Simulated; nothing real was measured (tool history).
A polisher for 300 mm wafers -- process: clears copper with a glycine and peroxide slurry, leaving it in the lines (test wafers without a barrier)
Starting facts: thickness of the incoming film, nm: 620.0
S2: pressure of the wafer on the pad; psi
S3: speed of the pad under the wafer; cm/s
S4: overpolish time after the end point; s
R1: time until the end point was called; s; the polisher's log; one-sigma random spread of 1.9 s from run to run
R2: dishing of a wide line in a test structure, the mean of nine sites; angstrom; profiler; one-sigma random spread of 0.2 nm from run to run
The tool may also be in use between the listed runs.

{"run": 1, "hour": 0.0, "flow of slurry (ml/min)": 200, "S2": 3.3, "S3": 110, "S4": 15, "R1": 97.684, "R2": 536.97}
{"run": 2, "hour": 7.2, "flow of slurry (ml/min)": 200, "S2": 4.1, "S3": 110, "S4": 15, "R1": 85.106, "R2": 623.31}
{"run": 3, "hour": 14.7, "flow of slurry (ml/min)": 200, "S2": 4.1, "S3": 110, "S4": 18, "R1": 83.243, "R2": 686.37}
{"run": 4, "hour": 17.1, "flow of slurry (ml/min)": 180, "S2": 3.4, "S3": 104, "S4": 14, "R1": 98.65, "R2": 516.04}
{"run": 5, "hour": 24.8, "flow of slurry (ml/min)": 165, "S2": 2.9, "S3": 94, "S4": 11, "R1": 121.11, "R2": 371.68}
{"run": 6, "hour": 33.4, "flow of slurry (ml/min)": 165, "S2": 2.9, "S3": 72, "S4": 11, "R1": 144.17, "R2": 333.18}
{"run": 7, "hour": 39.9, "flow of slurry (ml/min)": 155, "S2": 2.5, "S3": 76, "S4": 9, "R1": 154.56, "R2": 253.67}
{"run": 8, "hour": 48.2, "flow of slurry (ml/min)": 145, "S2": 2.2, "S3": 84, "S4": 8, "R1": 156.86, "R2": 230.85}
{"run": 9, "hour": 53.3, "flow of slurry (ml/min)": 120, "S2": 1.5, "S3": 110, "S4": 4, "R1": 166.41, "R2": 114.63}
{"run": 10, "hour": 55.5, "flow of slurry (ml/min)": 130, "S2": 1.6, "S3": 114, "S4": 4, "R1": 155.81, "R2": 121.11}

Forecast run 11:
{"run": 11, "hour": 64.1, "flow of slurry (ml/min)": 140, "S2": 1.6, "S3": 116, "S4": 4, "R1": "?", "R2": "?"}

Logged for run 11: R1 148.890 s, R2 124.93 angstrom.
